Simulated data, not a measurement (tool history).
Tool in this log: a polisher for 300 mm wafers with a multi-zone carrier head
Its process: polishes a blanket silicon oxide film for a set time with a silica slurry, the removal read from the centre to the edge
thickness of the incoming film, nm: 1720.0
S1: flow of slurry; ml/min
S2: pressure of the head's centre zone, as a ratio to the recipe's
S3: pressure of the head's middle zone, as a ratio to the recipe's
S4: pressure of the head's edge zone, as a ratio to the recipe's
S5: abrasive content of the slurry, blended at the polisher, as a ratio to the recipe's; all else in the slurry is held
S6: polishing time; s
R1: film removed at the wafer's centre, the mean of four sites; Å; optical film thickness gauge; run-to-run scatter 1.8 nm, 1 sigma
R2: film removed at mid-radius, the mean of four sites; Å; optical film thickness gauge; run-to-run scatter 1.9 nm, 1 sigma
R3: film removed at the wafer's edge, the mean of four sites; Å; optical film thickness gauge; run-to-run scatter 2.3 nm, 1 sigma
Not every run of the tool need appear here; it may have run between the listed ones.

run	day	S1	S2	S3	S4	S5	S6	R1	R2	R3
1	0	195	1	1	1	1	82	3094.9	3034.9	2953.6
2	0.35	195	1.04	1	1	1	82	3161.4	3092.5	3052.5
3	0.538	195	1.04	1	1	0.85	82	2864.8	2837.3	2850.3
4	0.688	195	1.04	1	1.04	0.85	82	3010.2	2866.2	2843.9
5	0.817	175	1.04	1	1.04	0.85	82	2860.2	2796.9	2785.8
6	1.192	155	0.97	0.99	0.98	0.75	78	2309.7	2392.3	2396.8
7	1.496	145	0.92	1	0.95	0.65	75	1845.2	2118.5	2067.2

For run 8, what comes out?
8	1.579	140	0.89	0.99	0.94	0.6	74	?	?	?

{"run 8": {"R1": 1698.4, "R2": 1926.8, "R3": 1954.9}}
